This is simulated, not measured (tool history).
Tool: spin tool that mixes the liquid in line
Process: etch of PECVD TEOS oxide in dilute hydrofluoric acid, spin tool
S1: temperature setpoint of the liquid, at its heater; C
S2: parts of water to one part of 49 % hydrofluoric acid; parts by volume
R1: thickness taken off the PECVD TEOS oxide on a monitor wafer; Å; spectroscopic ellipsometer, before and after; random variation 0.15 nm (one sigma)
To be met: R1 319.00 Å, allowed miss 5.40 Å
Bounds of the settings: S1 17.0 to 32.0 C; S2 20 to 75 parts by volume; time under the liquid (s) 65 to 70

{"run": 1, "hour": 0.0, "S1": 24.0, "S2": 45, "time under the liquid (s)": 65, "R1": 409.0}
{"run": 2, "hour": 6.2, "S1": 26.0, "S2": 45, "time under the liquid (s)": 65, "R1": 442.53}
{"run": 3, "hour": 13.5, "S1": 28.5, "S2": 45, "time under the liquid (s)": 65, "R1": 491.41}
{"run": 4, "hour": 14.1, "S1": 26.0, "S2": 45, "time under the liquid (s)": 65, "R1": 438.61}
{"run": 5, "hour": 17.0, "S1": 24.5, "S2": 45, "time under the liquid (s)": 65, "R1": 415.21}
{"run": 6, "hour": 21.7, "S1": 23.0, "S2": 45, "time under the liquid (s)": 65, "R1": 386.43}
{"run": 7, "hour": 26.6, "S1": 22.0, "S2": 45, "time under the liquid (s)": 65, "R1": 373.44}
{"run": 8, "hour": 33.0, "S1": 21.0, "S2": 45, "time under the liquid (s)": 65, "R1": 357.5}
{"run": 9, "hour": 35.4, "S1": 20.5, "S2": 45, "time under the liquid (s)": 65, "R1": 350.0}

Which of these 5 next moves meets every target?
{"run": "A", "hour": 37.8, "S1": 20.5, "S2": 55, "time under the liquid (s)": 70, "R1": "?"}
{"run": "B", "hour": 37.8, "S1": 20.5, "S2": 40, "time under the liquid (s)": 65, "R1": "?"}
{"run": "C", "hour": 37.8, "S1": 17.5, "S2": 40, "time under the liquid (s)": 70, "R1": "?"}
{"run": "D", "hour": 37.8, "S1": 19.5, "S2": 55, "time under the liquid (s)": 70, "R1": "?"}
{"run": "E", "hour": 37.8, "S1": 19.0, "S2": 50, "time under the liquid (s)": 70, "R1": "?"}

move=A R1=306.69
move=B R1=398.12
move=C R1=376.61
move=D R1=293.93
move=E R1=318.20
A: takes the result that was furthest off past its target
B: further off than the last run
C: further off than the last run
D: takes the result that was furthest off past its target
E: meets every target
Answer: E
